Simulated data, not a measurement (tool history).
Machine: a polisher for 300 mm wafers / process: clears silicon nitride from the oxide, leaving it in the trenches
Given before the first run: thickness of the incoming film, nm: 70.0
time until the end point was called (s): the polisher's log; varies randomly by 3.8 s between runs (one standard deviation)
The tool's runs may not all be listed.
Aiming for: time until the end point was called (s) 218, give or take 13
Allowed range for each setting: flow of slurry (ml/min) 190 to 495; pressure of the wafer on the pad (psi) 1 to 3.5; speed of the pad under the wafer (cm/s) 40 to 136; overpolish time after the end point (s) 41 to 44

run	hour	flow of slurry (ml/min)	pressure of the wafer on the pad (psi)	speed of the pad under the wafer (cm/s)	overpolish time after the end point (s)	time until the end point was called (s)
1	0	320	2.2	88	41	131.66
2	1.1	395	2.2	88	41	124.33
3	2.6	395	2.7	88	41	106.56
4	9.1	395	2.7	88	44	106.43
5	10.9	395	2.5	86	44	116.9
6	18.7	395	2.3	84	44	132.79
7	20.7	395	2.2	84	44	134.88
8	26.7	395	2.1	84	44	140.3
9	31.6	395	2	84	44	148.3
10	39.3	395	1.9	84	44	146.72
11	46.8	390	1.3	70	44	240.56

5 next moves are on the table. One of them brings every result within its allowed miss. Which?
A	54.3	320	1.1	80	41	?
B	54.3	375	1.5	58	44	?
C	54.3	410	1.5	70	44	?
D	54.3	455	1.4	58	43	?
E	54.3	335	2.1	64	41	?

move	time until the end point was called (s)
A	240.26
B	255.84
C	212.21
D	266.21
E	179.22
A: neither nearer nor further off than the last run
B: the biggest miss grows against the last run
C: in spec on every target
D: the biggest miss grows against the last run
E: the result that was furthest off in the last run now lies on the other side of its target
C is the move that brings every result within its allowed miss.
